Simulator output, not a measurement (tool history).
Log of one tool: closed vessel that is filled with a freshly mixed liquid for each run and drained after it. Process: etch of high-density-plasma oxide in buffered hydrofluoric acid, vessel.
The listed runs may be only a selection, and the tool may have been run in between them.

| run | day | temperature setpoint of the liquid (K) | parts of 40 % ammonium fluoride to one part of 49 % hydrofluoric acid (parts by volume) | time in the liquid (s) | thickness taken off the high-density-plasma oxide on a monitor wafer (Å) |
|---|---|---|---|---|---|
| 1 | 0 | 296.15 | 11 | 85 | 893.82 |
| 2 | 0.038 | 294.65 | 11 | 85 | 827.5 |
| 3 | 0.308 | 294.65 | 11 | 95 | 937.16 |
| 4 | 0.425 | 294.65 | 11 | 95 | 920.91 |
| 5 | 0.483 | 293.65 | 11.5 | 95 | 838.01 |
| 6 | 0.717 | 295.15 | 11.5 | 95 | 904.64 |
| 7 | 1.062 | 294.15 | 12 | 95 | 825.52 |

Expected results for the next run?
| 8 | 1.108 | 293.15 | 12 | 95 | ? |

{"run 8": {"thickness taken off the high-density-plasma oxide on a monitor wafer (Å)": 789.24}}

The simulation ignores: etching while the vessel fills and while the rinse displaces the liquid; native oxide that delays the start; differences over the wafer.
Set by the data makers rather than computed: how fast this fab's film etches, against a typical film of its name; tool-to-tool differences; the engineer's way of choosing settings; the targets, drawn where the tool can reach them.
